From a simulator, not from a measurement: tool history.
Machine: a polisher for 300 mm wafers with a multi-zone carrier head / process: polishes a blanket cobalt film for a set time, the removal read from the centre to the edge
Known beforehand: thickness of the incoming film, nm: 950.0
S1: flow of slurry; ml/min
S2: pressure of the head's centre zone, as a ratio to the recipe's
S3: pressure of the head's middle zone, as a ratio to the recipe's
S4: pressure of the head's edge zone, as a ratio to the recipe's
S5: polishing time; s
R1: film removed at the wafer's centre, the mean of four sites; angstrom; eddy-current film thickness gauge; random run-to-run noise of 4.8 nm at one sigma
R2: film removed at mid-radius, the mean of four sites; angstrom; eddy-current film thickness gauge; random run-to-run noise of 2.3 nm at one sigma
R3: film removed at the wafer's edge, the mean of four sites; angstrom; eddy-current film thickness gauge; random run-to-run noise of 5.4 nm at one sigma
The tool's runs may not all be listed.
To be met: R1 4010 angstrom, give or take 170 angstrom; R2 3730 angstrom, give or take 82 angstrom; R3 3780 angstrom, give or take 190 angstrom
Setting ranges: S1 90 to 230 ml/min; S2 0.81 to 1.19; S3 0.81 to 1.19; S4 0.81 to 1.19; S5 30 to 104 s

| run | day | S1 | S2 | S3 | S4 | S5 | R1 | R2 | R3 |
|---|---|---|---|---|---|---|---|---|---|
| 1 | 0 | 150 | 1 | 1 | 1 | 67 | 2568.3 | 2692.3 | 2684.5 |
| 2 | 0.033 | 150 | 1 | 1 | 1 | 77 | 3036.3 | 3062.5 | 3090.4 |
| 3 | 0.188 | 150 | 1.06 | 1 | 1 | 77 | 3244.8 | 3064.7 | 3007.5 |
| 4 | 0.342 | 185 | 1.06 | 1 | 1 | 77 | 3381.9 | 3171.6 | 3086.4 |
| 5 | 0.517 | 185 | 1.06 | 0.92 | 1 | 77 | 3298.4 | 2972.5 | 3111.7 |
| 6 | 0.842 | 185 | 1.06 | 0.94 | 1.02 | 79 | 3394.4 | 3149.5 | 3194.7 |
| 7 | 0.867 | 185 | 1.06 | 0.94 | 1.04 | 81 | 3503.5 | 3214 | 3278.3 |
| 8 | 1.183 | 185 | 1.06 | 0.94 | 1.04 | 83 | 3512 | 3293.5 | 3450.3 |
| 9 | 1.212 | 190 | 1.07 | 0.95 | 1.05 | 84 | 3639 | 3387.4 | 3532 |
| 10 | 1.354 | 195 | 1.08 | 0.96 | 1.06 | 84 | 3686.9 | 3421.4 | 3456.3 |
| 11 | 1.479 | 195 | 1.08 | 0.96 | 1.06 | 85 | 3662.4 | 3464.2 | 3503.1 |
| 12 | 1.838 | 195 | 1.08 | 0.96 | 1.06 | 86 | 3793.7 | 3510.2 | 3608.1 |
| 13 | 2.117 | 200 | 1.09 | 0.97 | 1.07 | 88 | 3844.4 | 3601.7 | 3572 |

Exactly one of the 5 candidate moves below puts every result within its allowed miss. Which one?
| A | 2.396 | 210 | 1.16 | 0.93 | 1.07 | 86 | ? | ? | ? |
| B | 2.396 | 205 | 0.96 | 0.96 | 1.13 | 90 | ? | ? | ? |
| C | 2.396 | 215 | 1.11 | 1 | 1.16 | 84 | ? | ? | ? |
| D | 2.396 | 200 | 1.08 | 0.96 | 1.08 | 92 | ? | ? | ? |
| E | 2.396 | 220 | 1.02 | 0.93 | 1.02 | 85 | ? | ? | ? |

| move | R1 | R2 | R3 |
|---|---|---|---|
| A | 3977.7 | 3462.1 | 3629.1 |
| B | 3683.9 | 3685.3 | 3865 |
| C | 3791.9 | 3551.9 | 3660.5 |
| D | 4033.6 | 3752.2 | 3874 |
| E | 3649.9 | 3445.7 | 3542.3 |
A: misses by more than the last run did
B: brings the result that was furthest off to its target, and leaves another outside
C: misses by more than the last run did
D: each result inside its tolerance
E: misses by more than the last run did
The right move is D.
